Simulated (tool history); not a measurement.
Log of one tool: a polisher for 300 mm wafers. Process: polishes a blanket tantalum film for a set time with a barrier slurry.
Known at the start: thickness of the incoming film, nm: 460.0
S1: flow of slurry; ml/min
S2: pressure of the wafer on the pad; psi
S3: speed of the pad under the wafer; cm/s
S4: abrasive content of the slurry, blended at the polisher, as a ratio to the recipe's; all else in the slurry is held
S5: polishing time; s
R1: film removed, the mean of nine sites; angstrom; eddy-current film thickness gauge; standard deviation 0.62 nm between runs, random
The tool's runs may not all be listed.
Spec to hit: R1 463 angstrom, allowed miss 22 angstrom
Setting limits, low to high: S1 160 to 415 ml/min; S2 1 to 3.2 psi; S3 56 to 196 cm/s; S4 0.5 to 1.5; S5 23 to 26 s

run  hour   S1   S2   S3    S4  S5      R1
  1     0  265  2.1  126     1  26  681.54
  2   8.1  265  2.1  126     1  26     683
  3  16.9  265  2.1  126  0.85  26  645.17
  4  20.4  265    2  126  0.85  26   629.3
  5  23.2  265    2  126  0.85  26  625.49
  6  26.5  210    2  126  0.85  26   600.7
  7  27.3  210  1.9  126  0.85  26  570.61
  8  28.1  210  1.8  126  0.85  26  558.11
  9  32.8  210  1.7  126  0.85  26  531.11
 10  39.6  210  1.6  126  0.85  26  497.36

Which of these 5 next moves meets every target?
  A  46.4  165  1.9  116   0.9  25   ?
  B  46.4  190  1.4  122     1  24   ?
  C  46.4  170  1.5  146  1.05  26   ?
  D  46.4  260  1.8  126   0.8  25   ?
  E  46.4  230  1.8  118  0.85  23   ?

move      R1
   A  499.49
   B   399.4
   C  546.83
   D  528.79
   E  459.25
A: moves away from the targets compared with the last run
B: moves the result that the last run missed by most past its target, out the other side
C: moves away from the targets compared with the last run
D: moves away from the targets compared with the last run
E: every result within its allowed miss
So the answer is move E, the one that meets all the targets.
